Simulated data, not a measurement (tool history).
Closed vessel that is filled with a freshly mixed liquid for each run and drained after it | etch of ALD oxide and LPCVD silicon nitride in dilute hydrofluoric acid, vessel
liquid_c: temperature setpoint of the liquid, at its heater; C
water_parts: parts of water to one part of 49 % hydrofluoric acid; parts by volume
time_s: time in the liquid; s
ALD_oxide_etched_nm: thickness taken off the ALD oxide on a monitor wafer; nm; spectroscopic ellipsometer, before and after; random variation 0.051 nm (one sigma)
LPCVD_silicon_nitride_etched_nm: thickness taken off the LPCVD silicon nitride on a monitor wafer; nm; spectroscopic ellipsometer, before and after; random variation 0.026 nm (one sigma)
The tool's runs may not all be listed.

| run | hour | liquid_c | water_parts | time_s | ALD_oxide_etched_nm | LPCVD_silicon_nitride_etched_nm |
|---|---|---|---|---|---|---|
| 1 | 0 | 24 | 55 | 60 | 10.945 | 0.57013 |
| 2 | 5.8 | 27 | 55 | 60 | 12.485 | 0.76543 |
| 3 | 14.7 | 24 | 55 | 60 | 11.097 | 0.63667 |
| 4 | 19.5 | 24 | 45 | 60 | 13.658 | 0.68344 |
| 5 | 24.8 | 23 | 45 | 60 | 13.178 | 0.68976 |
| 6 | 30 | 23 | 45 | 40 | 8.7325 | 0.45882 |
| 7 | 37.1 | 27 | 30 | 40 | 15.763 | 0.89553 |
| 8 | 41.6 | 26.5 | 30 | 40 | 15.488 | 0.92779 |
| 9 | 44.9 | 26 | 30 | 40 | 15.119 | 0.78908 |
| 10 | 51.8 | 25.5 | 30 | 40 | 14.832 | 0.78887 |
| 11 | 59.6 | 25 | 30 | 40 | 14.541 | 0.78243 |
| 12 | 64.4 | 24.5 | 30 | 40 | 14.263 | 0.79122 |

The next listed run, before its measurement:
| 13 | 68.6 | 24 | 30 | 40 | ? | ? |

ALD_oxide_etched_nm: 13.937 nm
LPCVD_silicon_nitride_etched_nm: 0.73241 nm
